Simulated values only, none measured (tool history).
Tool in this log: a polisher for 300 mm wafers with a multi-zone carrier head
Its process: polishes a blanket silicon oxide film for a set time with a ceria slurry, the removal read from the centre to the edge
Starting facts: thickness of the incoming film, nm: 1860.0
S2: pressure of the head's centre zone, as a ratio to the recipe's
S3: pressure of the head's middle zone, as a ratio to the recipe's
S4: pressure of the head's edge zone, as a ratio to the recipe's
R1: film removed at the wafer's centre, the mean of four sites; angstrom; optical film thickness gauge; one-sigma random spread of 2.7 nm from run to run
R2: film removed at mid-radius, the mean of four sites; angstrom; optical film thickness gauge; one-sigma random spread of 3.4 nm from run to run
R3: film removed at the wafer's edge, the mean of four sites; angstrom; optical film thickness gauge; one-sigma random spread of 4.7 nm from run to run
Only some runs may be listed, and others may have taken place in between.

{"run": 1, "hour": 0.0, "flow of slurry (ml/min)": 190, "S2": 1, "S3": 1, "S4": 1, "polishing time (s)": 50, "R1": 3083.5, "R2": 3174.5, "R3": 3037.7}
{"run": 2, "hour": 1.8, "flow of slurry (ml/min)": 160, "S2": 1, "S3": 1, "S4": 1, "polishing time (s)": 50, "R1": 2973.9, "R2": 3098.8, "R3": 3122.1}
{"run": 3, "hour": 3.7, "flow of slurry (ml/min)": 160, "S2": 1, "S3": 1, "S4": 1, "polishing time (s)": 62, "R1": 3698.1, "R2": 3881, "R3": 3776.1}
{"run": 4, "hour": 5.1, "flow of slurry (ml/min)": 160, "S2": 1.06, "S3": 1, "S4": 1, "polishing time (s)": 62, "R1": 3953.6, "R2": 3844.5, "R3": 3769.2}
{"run": 5, "hour": 6.3, "flow of slurry (ml/min)": 165, "S2": 1.06, "S3": 1.01, "S4": 0.99, "polishing time (s)": 62, "R1": 3942.5, "R2": 3864.7, "R3": 3702.4}
{"run": 6, "hour": 7.5, "flow of slurry (ml/min)": 170, "S2": 1.06, "S3": 1.02, "S4": 0.99, "polishing time (s)": 62, "R1": 3993.9, "R2": 3916.4, "R3": 3740}
{"run": 7, "hour": 9.0, "flow of slurry (ml/min)": 175, "S2": 1.06, "S3": 1.03, "S4": 0.98, "polishing time (s)": 62, "R1": 3991.5, "R2": 3943.1, "R3": 3871}
{"run": 8, "hour": 11.5, "flow of slurry (ml/min)": 185, "S2": 1.04, "S3": 1.01, "S4": 1.03, "polishing time (s)": 62, "R1": 3992.5, "R2": 3931.8, "R3": 3846.1}

What does the tool deliver on the next run?
{"run": 9, "hour": 12.9, "flow of slurry (ml/min)": 190, "S2": 1.04, "S3": 1.02, "S4": 1, "polishing time (s)": 62, "R1": "?", "R2": "?", "R3": "?"}

Run 9 gave R1 3939.7 angstrom, R2 4019.1 angstrom, R3 3891.8 angstrom.
